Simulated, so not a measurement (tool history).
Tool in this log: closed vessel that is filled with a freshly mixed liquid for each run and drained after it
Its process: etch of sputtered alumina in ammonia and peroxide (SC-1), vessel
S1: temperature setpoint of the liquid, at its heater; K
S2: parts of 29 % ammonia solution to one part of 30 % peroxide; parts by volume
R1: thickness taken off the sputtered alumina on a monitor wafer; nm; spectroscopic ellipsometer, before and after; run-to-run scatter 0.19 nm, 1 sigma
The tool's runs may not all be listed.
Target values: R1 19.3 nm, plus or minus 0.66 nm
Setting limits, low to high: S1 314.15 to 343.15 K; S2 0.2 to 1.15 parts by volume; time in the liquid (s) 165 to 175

run 1 hour=0 | S1=330.15 S2=0.65 time_in_the_liquid_(s)=165 | R1=15.135
run 2 hour=7.6 | S1=330.65 S2=0.65 time_in_the_liquid_(s)=165 | R1=15.725
run 3 hour=11.1 | S1=330.65 S2=0.65 time_in_the_liquid_(s)=175 | R1=16.396
run 4 hour=17.2 | S1=330.65 S2=0.5 time_in_the_liquid_(s)=175 | R1=15.909
-- hour=25.2 ammonia flow meter replaced
run 5 hour=25.2 | S1=331.15 S2=0.5 time_in_the_liquid_(s)=175 | R1=16.341
run 6 hour=28 | S1=331.15 S2=0.6 time_in_the_liquid_(s)=175 | R1=16.596
run 7 hour=35.3 | S1=331.65 S2=0.6 time_in_the_liquid_(s)=175 | R1=17.228
run 8 hour=44.1 | S1=332.15 S2=0.6 time_in_the_liquid_(s)=175 | R1=17.505
run 9 hour=47 | S1=332.65 S2=0.6 time_in_the_liquid_(s)=175 | R1=18.279
run 10 hour=48 | S1=333.15 S2=0.6 time_in_the_liquid_(s)=175 | R1=18.385

4 candidate next runs follow, results not yet known. Just one meets every target within its allowed miss. Identify it.
run A hour=49 | S1=335.65 S2=0.8 time_in_the_liquid_(s)=165 | R1=?
run B hour=49 | S1=332.65 S2=0.35 time_in_the_liquid_(s)=175 | R1=?
run C hour=49 | S1=335.65 S2=0.8 time_in_the_liquid_(s)=170 | R1=?
run D hour=49 | S1=334.15 S2=0.5 time_in_the_liquid_(s)=175 | R1=?

move=A R1=20.494
move=B R1=17.255
move=C R1=21.115
move=D R1=19.271
A: carries the result that was furthest off beyond its target, to the other side
B: further off than the last run
C: carries the result that was furthest off beyond its target, to the other side
D: all results land within tolerance of their targets
D is the move that brings every result within its allowed miss.

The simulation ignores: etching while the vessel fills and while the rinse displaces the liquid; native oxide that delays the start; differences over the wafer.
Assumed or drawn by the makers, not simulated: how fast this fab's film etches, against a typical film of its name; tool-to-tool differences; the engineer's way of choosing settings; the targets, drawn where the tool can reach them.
